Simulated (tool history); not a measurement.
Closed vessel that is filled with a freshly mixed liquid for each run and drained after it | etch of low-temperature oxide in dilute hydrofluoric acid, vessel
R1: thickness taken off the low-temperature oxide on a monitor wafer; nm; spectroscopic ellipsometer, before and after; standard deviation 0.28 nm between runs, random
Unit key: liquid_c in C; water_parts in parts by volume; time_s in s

{"run": 1, "hour": 0.0, "liquid_c": 22, "water_parts": 285, "time_s": 1025, "R1": 47.858}
{"run": 2, "hour": 9.4, "liquid_c": 20, "water_parts": 285, "time_s": 1025, "R1": 45.817}
{"run": 3, "hour": 16.1, "liquid_c": 20, "water_parts": 285, "time_s": 1095, "R1": 47.851}
{"run": 4, "hour": 19.4, "liquid_c": 20, "water_parts": 200, "time_s": 1095, "R1": 75.111}
{"run": 5, "hour": 28.5, "liquid_c": 19.5, "water_parts": 245, "time_s": 1095, "R1": 57.314}
{"run": 6, "hour": 31.6, "liquid_c": 22, "water_parts": 245, "time_s": 1095, "R1": 60.989}
{"run": 7, "hour": 38.4, "liquid_c": 18, "water_parts": 355, "time_s": 1090, "R1": 33.091}
{"run": 8, "hour": 39.5, "liquid_c": 18, "water_parts": 355, "time_s": 1090, "R1": 33.159}

Run 9 has not been measured yet. What should we expect?
{"run": 9, "hour": 43.4, "liquid_c": 18, "water_parts": 355, "time_s": 1090, "R1": "?"}

Run 9 gave R1 33.763 nm.
